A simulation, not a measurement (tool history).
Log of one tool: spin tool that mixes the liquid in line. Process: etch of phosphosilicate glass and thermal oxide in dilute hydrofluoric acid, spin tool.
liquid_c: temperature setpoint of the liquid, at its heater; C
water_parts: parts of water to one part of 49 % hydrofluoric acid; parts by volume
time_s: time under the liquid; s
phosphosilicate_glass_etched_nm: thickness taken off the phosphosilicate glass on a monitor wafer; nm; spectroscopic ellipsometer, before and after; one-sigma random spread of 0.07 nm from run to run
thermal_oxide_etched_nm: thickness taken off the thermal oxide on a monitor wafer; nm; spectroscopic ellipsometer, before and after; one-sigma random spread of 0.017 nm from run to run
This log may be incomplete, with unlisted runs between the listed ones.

| run | hour | liquid_c | water_parts | time_s | phosphosilicate_glass_etched_nm | thermal_oxide_etched_nm |
|---|---|---|---|---|---|---|
| 1 | 0 | 20 | 180 | 110 | 39.03 | 2.1178 |
| 2 | 2.9 | 22 | 180 | 110 | 42.42 | 2.3605 |
| 3 | 5.3 | 21 | 195 | 110 | 37.057 | 2.0418 |
| 4 | 13 | 21 | 195 | 80 | 26.973 | 1.5357 |
| 5 | 20.4 | 17.5 | 195 | 80 | 23.458 | 1.2842 |
| 6 | 22.4 | 17.5 | 200 | 80 | 22.791 | 1.2451 |

Estimate the outcome of run 7 from the log above:
| 7 | 23.1 | 17.5 | 205 | 80 | ? | ? |

{"run 7": {"phosphosilicate_glass_etched_nm": 22.22, "thermal_oxide_etched_nm": 1.2358}}

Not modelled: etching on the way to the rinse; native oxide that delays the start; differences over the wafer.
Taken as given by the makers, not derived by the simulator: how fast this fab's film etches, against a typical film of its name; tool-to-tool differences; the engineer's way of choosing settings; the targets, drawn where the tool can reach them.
